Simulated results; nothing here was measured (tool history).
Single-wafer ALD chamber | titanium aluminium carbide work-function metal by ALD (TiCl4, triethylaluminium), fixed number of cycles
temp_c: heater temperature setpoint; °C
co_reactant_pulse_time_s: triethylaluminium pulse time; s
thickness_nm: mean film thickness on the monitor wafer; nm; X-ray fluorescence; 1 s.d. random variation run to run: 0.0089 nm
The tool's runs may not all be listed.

Run 1, hour 0.0: temp_c 295 °C, co_reactant_pulse_time_s 8.13 s. Result: thickness_nm 1.8935 nm.
Run 2, hour 2.5: temp_c 295 °C, co_reactant_pulse_time_s 10.37 s. Result: thickness_nm 1.9622 nm.
Run 3, hour 11.4: temp_c 290 °C, co_reactant_pulse_time_s 9.62 s. Result: thickness_nm 1.8929 nm.
Run 4, hour 12.5: temp_c 286 °C, co_reactant_pulse_time_s 9.16 s. Result: thickness_nm 1.8392 nm.
Run 5, hour 17.3: temp_c 286 °C, co_reactant_pulse_time_s 10.10 s. Result: thickness_nm 1.8787 nm.
Run 6, hour 22.7: temp_c 282 °C, co_reactant_pulse_time_s 10.10 s. Result: thickness_nm 1.8042 nm.
At hour 26.7: thermocouple changed; heater temperature recalibrated.
Run 7, hour 26.7: temp_c 280 °C, co_reactant_pulse_time_s 9.99 s. Result: thickness_nm 1.7816 nm.

Predict the results of run 8:
Run 8, hour 31.8: temp_c 278 °C, co_reactant_pulse_time_s 9.90 s. Result: thickness_nm ?.

thickness_nm: 1.7672 nm

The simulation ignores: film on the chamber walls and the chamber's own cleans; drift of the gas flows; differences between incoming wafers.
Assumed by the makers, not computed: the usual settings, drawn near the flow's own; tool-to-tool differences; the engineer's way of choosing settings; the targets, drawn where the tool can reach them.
